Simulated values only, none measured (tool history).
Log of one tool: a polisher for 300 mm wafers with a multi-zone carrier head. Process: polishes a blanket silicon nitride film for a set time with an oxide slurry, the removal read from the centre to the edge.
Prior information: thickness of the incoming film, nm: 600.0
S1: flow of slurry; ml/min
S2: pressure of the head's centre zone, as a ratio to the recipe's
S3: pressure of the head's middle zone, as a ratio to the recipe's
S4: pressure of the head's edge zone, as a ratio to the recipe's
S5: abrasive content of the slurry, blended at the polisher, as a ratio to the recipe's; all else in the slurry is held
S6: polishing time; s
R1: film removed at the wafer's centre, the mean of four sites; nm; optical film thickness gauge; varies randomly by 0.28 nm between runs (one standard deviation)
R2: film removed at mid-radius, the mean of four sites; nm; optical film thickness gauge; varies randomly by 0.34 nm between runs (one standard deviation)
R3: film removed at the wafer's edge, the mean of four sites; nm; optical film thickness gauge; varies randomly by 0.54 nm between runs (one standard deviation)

Run 1, hour 0: S1 250 ml/min, S2 1, S3 1, S4 1, S5 1, S6 33 s. Result: R1 23.525 nm, R2 24.509 nm, R3 24.55 nm.
Run 2, hour 1.4: S1 250 ml/min, S2 1, S3 1, S4 1, S5 0.8, S6 33 s. Result: R1 21.231 nm, R2 22.234 nm, R3 22.098 nm.
Run 3, hour 10.3: S1 245 ml/min, S2 0.97, S3 1, S4 1.04, S5 1, S6 35 s. Result: R1 24.246 nm, R2 25.504 nm, R3 26.2 nm.
Run 4, hour 16.7: S1 245 ml/min, S2 0.97, S3 1, S4 1.04, S5 1, S6 29 s. Result: R1 20.009 nm, R2 21.139 nm, R3 21.397 nm.
Run 5, hour 20.3: S1 245 ml/min, S2 1.05, S3 1, S4 1.04, S5 1, S6 29 s. Result: R1 21.849 nm, R2 21.272 nm, R3 21.911 nm.
At hour 26.9: worn pad replaced by a new one.
Run 6, hour 26.9: S1 240 ml/min, S2 0.99, S3 1.01, S4 1.08, S5 1.15, S6 32 s. Result: R1 26.679 nm, R2 27.925 nm, R3 29.076 nm.
Run 7, hour 34.8: S1 215 ml/min, S2 0.97, S3 1.02, S4 1.11, S5 1.25, S6 32 s. Result: R1 26.876 nm, R2 28.821 nm, R3 30.178 nm.

What will run 8 give?
Run 8, hour 38.7: S1 245 ml/min, S2 0.94, S3 1.02, S4 1.13, S5 1.3, S6 32 s. Result: R1 ?, R2 ?, R3 ?.

Run 8 came out at R1 26.492 nm, R2 29.428 nm, R3 31.705 nm.

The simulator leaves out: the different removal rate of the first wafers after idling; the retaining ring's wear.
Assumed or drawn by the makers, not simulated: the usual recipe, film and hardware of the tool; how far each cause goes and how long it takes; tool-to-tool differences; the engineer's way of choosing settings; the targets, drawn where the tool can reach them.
